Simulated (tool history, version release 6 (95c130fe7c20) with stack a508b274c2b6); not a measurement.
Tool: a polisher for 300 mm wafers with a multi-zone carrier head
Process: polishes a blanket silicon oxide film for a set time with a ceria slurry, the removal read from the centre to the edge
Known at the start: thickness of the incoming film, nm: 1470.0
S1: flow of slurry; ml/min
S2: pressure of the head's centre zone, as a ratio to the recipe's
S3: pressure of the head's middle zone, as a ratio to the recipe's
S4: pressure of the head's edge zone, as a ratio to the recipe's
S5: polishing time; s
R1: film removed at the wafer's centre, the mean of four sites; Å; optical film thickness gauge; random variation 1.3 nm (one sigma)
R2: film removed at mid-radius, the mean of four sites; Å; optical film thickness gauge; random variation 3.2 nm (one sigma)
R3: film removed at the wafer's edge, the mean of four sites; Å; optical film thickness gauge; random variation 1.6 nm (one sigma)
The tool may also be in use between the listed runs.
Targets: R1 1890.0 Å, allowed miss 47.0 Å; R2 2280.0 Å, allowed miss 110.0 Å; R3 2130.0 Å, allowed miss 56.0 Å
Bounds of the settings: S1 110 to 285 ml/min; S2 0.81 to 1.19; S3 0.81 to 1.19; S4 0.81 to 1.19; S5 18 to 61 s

run,hour,S1,S2,S3,S4,S5,R1,R2,R3
1,0.0,180,1.00,1.00,1.00,39,2225.8,2232.5,2201.8
2,4.8,175,0.99,1.01,1.00,39,2204.6,2296.9,2209.3
3,10.7,170,0.98,1.01,1.00,39,2152.3,2303.3,2212.3
4,13.0,170,0.98,1.01,1.00,45,2525.4,2619.7,2530.9
5,16.8,170,0.98,0.98,1.00,45,2467.6,2446.1,2557.4
6,21.1,205,0.98,0.98,1.00,45,2562.8,2555.0,2606.2
7,23.5,200,0.96,0.98,0.98,45,2470.6,2559.6,2575.5
8,29.2,195,0.95,0.98,0.96,45,2474.0,2571.4,2540.5
9,36.1,190,0.94,0.98,0.95,45,2414.8,2545.7,2513.8
10,37.5,140,0.84,0.99,0.85,42,1994.5,2366.9,2165.4

4 next moves are on the table. One of them brings every result within its allowed miss. Which?
A,38.9,140,0.82,1.01,0.85,41,?,?,?
B,38.9,110,0.86,1.08,0.82,45,?,?,?
C,38.9,115,0.91,1.04,0.81,42,?,?,?
D,38.9,140,0.96,0.99,0.81,41,?,?,?

move,R1,R2,R3
A,1915.4,2304.8,2142.4
B,2093.7,2579.0,2259.3
C,2061.1,2347.3,2111.7
D,2173.8,2264.9,2107.7
A: meets every target
B: further off than the last run
C: further off than the last run
D: further off than the last run
Move A is the one to make.
